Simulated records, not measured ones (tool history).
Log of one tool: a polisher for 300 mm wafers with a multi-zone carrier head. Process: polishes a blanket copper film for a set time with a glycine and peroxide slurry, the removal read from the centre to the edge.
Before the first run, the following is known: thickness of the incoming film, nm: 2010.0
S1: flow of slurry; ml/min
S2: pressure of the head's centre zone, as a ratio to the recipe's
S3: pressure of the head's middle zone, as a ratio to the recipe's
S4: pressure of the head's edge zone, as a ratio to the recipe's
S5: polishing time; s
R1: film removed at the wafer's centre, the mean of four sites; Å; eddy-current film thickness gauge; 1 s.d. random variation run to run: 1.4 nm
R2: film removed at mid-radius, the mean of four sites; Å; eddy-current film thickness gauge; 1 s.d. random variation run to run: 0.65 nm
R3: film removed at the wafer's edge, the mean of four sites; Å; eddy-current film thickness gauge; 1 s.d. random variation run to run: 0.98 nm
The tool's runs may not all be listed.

| run | hour | S1 | S2 | S3 | S4 | S5 | R1 | R2 | R3 |
|---|---|---|---|---|---|---|---|---|---|
| 1 | 0.0 | 225 | 1.00 | 1.00 | 1.00 | 47 | 1616.4 | 1616.6 | 1633.7 |
| 2 | 6.7 | 220 | 1.01 | 0.98 | 0.98 | 44 | 1550.8 | 1481.0 | 1481.5 |
| 3 | 10.7 | 215 | 1.00 | 0.96 | 0.97 | 42 | 1441.3 | 1386.2 | 1423.7 |
| 4 | 14.4 | 215 | 1.00 | 0.92 | 0.97 | 42 | 1466.1 | 1351.0 | 1436.3 |
| 5 | 21.4 | 270 | 1.00 | 0.92 | 0.97 | 42 | 1498.2 | 1355.1 | 1474.7 |
| 6 | 26.7 | 265 | 1.00 | 0.91 | 0.95 | 40 | 1423.6 | 1289.6 | 1372.5 |
| 7 | 29.5 | 265 | 1.00 | 0.90 | 0.94 | 38 | 1344.3 | 1218.1 | 1282.5 |
| 8 | 31.4 | 265 | 1.00 | 0.90 | 0.94 | 38 | 1329.8 | 1219.2 | 1297.3 |

Forecast run 9:
| 9 | 34.5 | 265 | 1.01 | 0.89 | 0.93 | 37 | ? | ? | ? |

R1: 1313.3 Å
R2: 1187.6 Å
R3: 1257.0 Å

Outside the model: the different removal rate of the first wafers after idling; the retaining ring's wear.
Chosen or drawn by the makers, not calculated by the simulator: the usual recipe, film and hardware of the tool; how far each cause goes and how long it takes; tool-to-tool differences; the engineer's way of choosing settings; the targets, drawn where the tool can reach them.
